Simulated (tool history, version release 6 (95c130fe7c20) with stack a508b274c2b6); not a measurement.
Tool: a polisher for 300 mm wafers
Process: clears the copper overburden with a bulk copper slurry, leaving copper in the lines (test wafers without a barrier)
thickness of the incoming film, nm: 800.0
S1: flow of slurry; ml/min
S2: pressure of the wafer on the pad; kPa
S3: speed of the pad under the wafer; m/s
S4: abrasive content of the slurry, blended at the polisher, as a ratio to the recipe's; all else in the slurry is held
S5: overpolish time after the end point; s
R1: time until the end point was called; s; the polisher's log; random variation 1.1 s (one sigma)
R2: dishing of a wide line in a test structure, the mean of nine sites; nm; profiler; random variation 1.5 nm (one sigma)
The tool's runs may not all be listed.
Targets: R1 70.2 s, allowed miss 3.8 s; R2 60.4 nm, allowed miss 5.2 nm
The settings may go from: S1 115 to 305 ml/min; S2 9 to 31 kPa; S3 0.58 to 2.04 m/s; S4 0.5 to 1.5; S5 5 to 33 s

{"run": 1, "hour": 0.0, "S1": 195, "S2": 20, "S3": 1.3, "S4": 1, "S5": 17, "R1": 58.206, "R2": 103.97}
{"run": 2, "hour": 7.6, "S1": 195, "S2": 20, "S3": 1.3, "S4": 1.1, "S5": 17, "R1": 54.774, "R2": 106.06}
{"run": 3, "hour": 8.6, "S1": 195, "S2": 20, "S3": 1.5, "S4": 1.1, "S5": 17, "R1": 48.078, "R2": 116.48}
{"run": 4, "hour": 9.2, "S1": 195, "S2": 20, "S3": 1.5, "S4": 1, "S5": 17, "R1": 50.703, "R2": 114.51}
{"run": 5, "hour": 17.1, "S1": 195, "S2": 20, "S3": 1.8, "S4": 1, "S5": 17, "R1": 40.978, "R2": 119.51}
{"run": 6, "hour": 26.1, "S1": 195, "S2": 20, "S3": 1.8, "S4": 1.15, "S5": 17, "R1": 40.232, "R2": 125.4}
{"run": 7, "hour": 33.4, "S1": 195, "S2": 17.2, "S3": 1.78, "S4": 1.15, "S5": 15, "R1": 47.034, "R2": 105.07}
{"run": 8, "hour": 39.3, "S1": 195, "S2": 15.9, "S3": 1.78, "S4": 1.15, "S5": 13, "R1": 49.917, "R2": 89.122}
{"run": 9, "hour": 42.3, "S1": 195, "S2": 15.9, "S3": 1.78, "S4": 1.15, "S5": 13, "R1": 49.973, "R2": 90.197}
{"run": 10, "hour": 45.2, "S1": 195, "S2": 14.5, "S3": 1.78, "S4": 1.15, "S5": 12, "R1": 55.853, "R2": 78.149}
{"run": 11, "hour": 52.1, "S1": 195, "S2": 13.8, "S3": 1.78, "S4": 1.15, "S5": 12, "R1": 59.394, "R2": 77.161}
{"run": 12, "hour": 56.3, "S1": 195, "S2": 13.1, "S3": 1.78, "S4": 1.15, "S5": 11, "R1": 61.037, "R2": 72.839}
{"run": 13, "hour": 60.7, "S1": 195, "S2": 12.4, "S3": 1.78, "S4": 1.15, "S5": 10, "R1": 65.114, "R2": 62.656}

Which of these 4 next moves meets every target?
{"run": "A", "hour": 65.1, "S1": 205, "S2": 14.5, "S3": 1.78, "S4": 1.1, "S5": 9, "R1": "?", "R2": "?"}
{"run": "B", "hour": 65.1, "S1": 225, "S2": 11.7, "S3": 2.04, "S4": 1.1, "S5": 9, "R1": "?", "R2": "?"}
{"run": "C", "hour": 65.1, "S1": 195, "S2": 16.5, "S3": 1.5, "S4": 1.2, "S5": 10, "R1": "?", "R2": "?"}
{"run": "D", "hour": 65.1, "S1": 215, "S2": 10.3, "S3": 2.04, "S4": 0.95, "S5": 11, "R1": "?", "R2": "?"}

move=A R1=53.737 R2=64.538
move=B R1=56.826 R2=60.43
move=C R1=55.117 R2=69.451
move=D R1=66.594 R2=61.251
A: further off than the last run
B: further off than the last run
C: further off than the last run
D: meets every target
Move D is the one to make.
